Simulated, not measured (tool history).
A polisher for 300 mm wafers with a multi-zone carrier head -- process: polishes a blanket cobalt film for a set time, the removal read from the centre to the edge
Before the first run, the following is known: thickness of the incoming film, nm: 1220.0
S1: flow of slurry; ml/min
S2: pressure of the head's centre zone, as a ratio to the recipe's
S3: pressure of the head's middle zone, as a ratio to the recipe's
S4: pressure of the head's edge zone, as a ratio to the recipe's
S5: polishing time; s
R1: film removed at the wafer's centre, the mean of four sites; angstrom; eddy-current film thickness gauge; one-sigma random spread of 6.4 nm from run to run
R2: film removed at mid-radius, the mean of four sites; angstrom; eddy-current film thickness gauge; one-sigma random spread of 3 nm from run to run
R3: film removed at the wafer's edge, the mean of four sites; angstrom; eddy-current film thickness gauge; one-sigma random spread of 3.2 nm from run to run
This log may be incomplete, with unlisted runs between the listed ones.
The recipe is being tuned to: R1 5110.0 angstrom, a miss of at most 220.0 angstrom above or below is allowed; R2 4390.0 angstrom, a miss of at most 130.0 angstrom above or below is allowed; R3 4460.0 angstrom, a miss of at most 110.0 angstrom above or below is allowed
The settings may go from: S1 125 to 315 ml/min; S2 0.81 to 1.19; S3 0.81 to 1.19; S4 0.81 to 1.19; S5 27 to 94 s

run 1 day=0.000 | S1=205 S2=1.00 S3=1.00 S4=1.00 S5=60 | R1=4084.2 R2=4212.6 R3=4174.6
run 2 day=0.321 | S1=205 S2=1.00 S3=1.00 S4=1.00 S5=52 | R1=3595.2 R2=3660.6 R3=3638.5
run 3 day=0.683 | S1=180 S2=1.00 S3=1.00 S4=1.00 S5=52 | R1=3527.0 R2=3628.5 R3=3607.2
run 4 day=0.946 | S1=180 S2=1.00 S3=1.06 S4=1.00 S5=52 | R1=3547.0 R2=3720.8 R3=3606.6
run 5 day=1.125 | S1=190 S2=1.03 S3=1.06 S4=1.02 S5=53 | R1=3769.8 R2=3821.2 R3=3743.2
run 6 day=1.179 | S1=200 S2=1.05 S3=1.07 S4=1.04 S5=53 | R1=3849.8 R2=3850.1 R3=3755.8
run 7 day=1.454 | S1=205 S2=1.07 S3=1.07 S4=1.06 S5=54 | R1=3997.3 R2=3955.5 R3=3917.9
run 8 day=1.779 | S1=260 S2=1.17 S3=1.04 S4=1.06 S5=59 | R1=4909.1 R2=4297.2 R3=4340.3
run 9 day=2.112 | S1=260 S2=1.17 S3=1.04 S4=1.06 S5=59 | R1=4825.0 R2=4302.1 R3=4338.8

Which one of the following 4 next-run settings gets every result inside its allowed miss? There is exactly one.
run A day=2.446 | S1=275 S2=1.13 S3=1.08 S4=1.13 S5=57 | R1=? R2=? R3=?
run B day=2.446 | S1=265 S2=1.14 S3=1.09 S4=1.09 S5=57 | R1=? R2=? R3=?
run C day=2.446 | S1=285 S2=1.05 S3=1.14 S4=1.05 S5=59 | R1=? R2=? R3=?
run D day=2.446 | S1=195 S2=1.19 S3=1.01 S4=1.04 S5=63 | R1=? R2=? R3=?

move=A R1=4582.1 R2=4291.1 R3=4376.6
move=B R1=4605.6 R2=4299.8 R3=4285.7
move=C R1=4421.8 R2=4603.7 R3=4374.0
move=D R1=5131.9 R2=4407.0 R3=4523.9
A: its largest miss is bigger than the last run's
B: its largest miss is bigger than the last run's
C: its largest miss is bigger than the last run's
D: in spec on every target
D is the move that brings every result within its allowed miss.
